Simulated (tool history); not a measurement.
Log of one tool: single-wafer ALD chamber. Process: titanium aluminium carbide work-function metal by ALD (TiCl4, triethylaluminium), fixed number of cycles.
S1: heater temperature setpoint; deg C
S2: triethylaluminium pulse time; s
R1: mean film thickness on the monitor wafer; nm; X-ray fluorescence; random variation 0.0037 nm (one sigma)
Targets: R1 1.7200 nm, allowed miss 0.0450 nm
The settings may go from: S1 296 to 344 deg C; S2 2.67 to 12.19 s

{"run": 1, "hour": 0.0, "S1": 320, "S2": 7.43, "R1": 2.1249}
{"run": 2, "hour": 6.0, "S1": 310, "S2": 7.43, "R1": 2.0206}
{"run": 3, "hour": 12.8, "S1": 305, "S2": 7.43, "R1": 1.9756}
{"run": 4, "hour": 21.5, "S1": 305, "S2": 8.61, "R1": 2.0379}
{"run": 5, "hour": 29.8, "S1": 303, "S2": 7.65, "R1": 1.9725}
{"run": 6, "hour": 37.7, "S1": 302, "S2": 6.84, "R1": 1.9129}
{"run": 7, "hour": 40.2, "S1": 301, "S2": 6.29, "R1": 1.8602}
{"run": 8, "hour": 41.9, "S1": 300, "S2": 5.96, "R1": 1.8249}
{"run": 9, "hour": 46.2, "S1": 299, "S2": 5.73, "R1": 1.7952}
{"run": 10, "hour": 48.8, "S1": 298, "S2": 5.57, "R1": 1.7667}

4 next moves are on the table. One of them brings every result within its allowed miss. Which?
{"run": "A", "hour": 51.4, "S1": 296, "S2": 5.32, "R1": "?"}
{"run": "B", "hour": 51.4, "S1": 300, "S2": 5.85, "R1": "?"}
{"run": "C", "hour": 51.4, "S1": 302, "S2": 5.84, "R1": "?"}
{"run": "D", "hour": 51.4, "S1": 302, "S2": 6.09, "R1": "?"}

move=A R1=1.7171
move=B R1=1.8095
move=C R1=1.8266
move=D R1=1.8505
A: meets every target
B: further off than the last run
C: further off than the last run
D: further off than the last run
The right move is A.
